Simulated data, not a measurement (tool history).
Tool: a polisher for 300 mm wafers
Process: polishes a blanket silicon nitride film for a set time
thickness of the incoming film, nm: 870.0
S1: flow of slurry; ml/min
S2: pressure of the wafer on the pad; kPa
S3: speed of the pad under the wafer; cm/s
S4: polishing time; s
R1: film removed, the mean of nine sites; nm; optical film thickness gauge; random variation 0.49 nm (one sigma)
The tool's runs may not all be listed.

| run | hour | S1 | S2 | S3 | S4 | R1 |
|---|---|---|---|---|---|---|
| 1 | 0.0 | 240 | 20.0 | 100 | 81 | 107.200 |
| 2 | 2.3 | 240 | 20.0 | 100 | 81 | 108.640 |
| 3 | 7.7 | 240 | 24.1 | 100 | 81 | 130.350 |
| 4 | 13.0 | 240 | 24.1 | 100 | 81 | 129.440 |
| 5 | 21.8 | 240 | 21.4 | 100 | 81 | 115.570 |
| 6 | 22.8 | 270 | 21.4 | 100 | 81 | 114.400 |
| 7 | 31.6 | 270 | 21.4 | 100 | 81 | 116.230 |
| 8 | 33.9 | 270 | 19.3 | 96 | 81 | 101.910 |
| 9 | 40.9 | 270 | 17.2 | 94 | 81 | 89.282 |
| 10 | 47.6 | 270 | 15.9 | 94 | 81 | 82.572 |
| 11 | 52.7 | 255 | 10.3 | 92 | 81 | 54.304 |
| 12 | 54.6 | 260 | 10.3 | 92 | 81 | 54.171 |
| 13 | 61.7 | 265 | 10.3 | 92 | 81 | 53.967 |
| 14 | 64.9 | 270 | 10.3 | 92 | 81 | 54.738 |
| 15 | 71.0 | 275 | 10.3 | 92 | 81 | 54.244 |

The next listed run, before its measurement:
| 16 | 74.9 | 275 | 10.3 | 92 | 81 | ? |

R1: 55.237 nm
